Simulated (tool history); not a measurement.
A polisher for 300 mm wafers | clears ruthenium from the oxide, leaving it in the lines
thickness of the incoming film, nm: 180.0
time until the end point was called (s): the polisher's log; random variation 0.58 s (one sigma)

run	day	flow of slurry (ml/min)	pressure of the wafer on the pad (psi)	speed of the pad under the wafer (cm/s)	overpolish time after the end point (s)	time until the end point was called (s)
1	0	275	2.6	116	17	101.9
2	0.246	275	2.6	116	18	99.56
3	0.45	320	2.6	116	18	99.56
4	0.504	320	2.6	116	18	98.038
5	0.875	320	2.8	118	18	91.076
6	0.979	320	3	122	18	83.85

Run 7 comes next. What will it give?
7	1.346	320	3.2	126	18	?

Run 7 gave time until the end point was called (s) 76.545.

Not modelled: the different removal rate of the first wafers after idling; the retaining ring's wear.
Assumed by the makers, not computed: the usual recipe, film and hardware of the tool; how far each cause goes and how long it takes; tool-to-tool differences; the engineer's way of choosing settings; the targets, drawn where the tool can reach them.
